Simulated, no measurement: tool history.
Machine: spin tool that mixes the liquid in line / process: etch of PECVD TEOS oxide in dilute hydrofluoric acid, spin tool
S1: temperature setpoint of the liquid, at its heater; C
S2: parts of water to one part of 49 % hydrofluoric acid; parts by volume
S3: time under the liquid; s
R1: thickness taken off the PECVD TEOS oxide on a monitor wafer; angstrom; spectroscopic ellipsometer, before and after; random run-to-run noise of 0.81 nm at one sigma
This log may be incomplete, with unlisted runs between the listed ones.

run  hour    S1   S2   S3      R1
  1     0    25   80  140  404.72
  2   7.8    25  100  140  319.44
  3  14.6  27.5   80  140  455.23
  4  18.9    29   70  140  549.12
  5  19.7  30.5   70  140  589.44
  6    25  30.5   90  140  447.12
  7  33.8    31   75  140  559.79

Estimate the outcome of run 8 from the log above:
  8  36.6  31.5  65  140   ?

R1: 666.88 angstrom

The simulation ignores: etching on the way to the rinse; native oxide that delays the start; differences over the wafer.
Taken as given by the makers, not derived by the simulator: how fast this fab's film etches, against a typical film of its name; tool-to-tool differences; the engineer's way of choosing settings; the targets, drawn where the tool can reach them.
